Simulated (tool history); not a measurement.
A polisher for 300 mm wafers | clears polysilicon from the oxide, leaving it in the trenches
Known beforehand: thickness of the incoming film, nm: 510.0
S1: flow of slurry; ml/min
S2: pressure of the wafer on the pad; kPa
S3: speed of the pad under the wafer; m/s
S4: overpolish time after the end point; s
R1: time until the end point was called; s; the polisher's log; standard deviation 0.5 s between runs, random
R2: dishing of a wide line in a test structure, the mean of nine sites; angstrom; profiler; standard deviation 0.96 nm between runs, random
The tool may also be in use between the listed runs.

Run 1, hour 0.0: S1 270 ml/min, S2 13.1 kPa, S3 0.92 m/s, S4 18 s. Result: R1 50.978 s, R2 525.29 angstrom.
Run 2, hour 1.1: S1 270 ml/min, S2 13.8 kPa, S3 0.92 m/s, S4 19 s. Result: R1 50.284 s, R2 549.84 angstrom.
Run 3, hour 3.2: S1 270 ml/min, S2 14.5 kPa, S3 0.92 m/s, S4 18 s. Result: R1 47.323 s, R2 531.11 angstrom.
Run 4, hour 11.0: S1 270 ml/min, S2 13.1 kPa, S3 0.92 m/s, S4 18 s. Result: R1 52.723 s, R2 558.75 angstrom.
Run 5, hour 17.3: S1 270 ml/min, S2 13.1 kPa, S3 0.92 m/s, S4 13 s. Result: R1 53.525 s, R2 502.60 angstrom.
Run 6, hour 20.2: S1 270 ml/min, S2 13.8 kPa, S3 0.92 m/s, S4 15 s. Result: R1 48.755 s, R2 522.27 angstrom.

Forecast run 7:
Run 7, hour 28.3: S1 270 ml/min, S2 14.5 kPa, S3 0.92 m/s, S4 17 s. Result: R1 ?, R2 ?.

Run 7 measured R1 46.691 s, R2 536.85 angstrom.
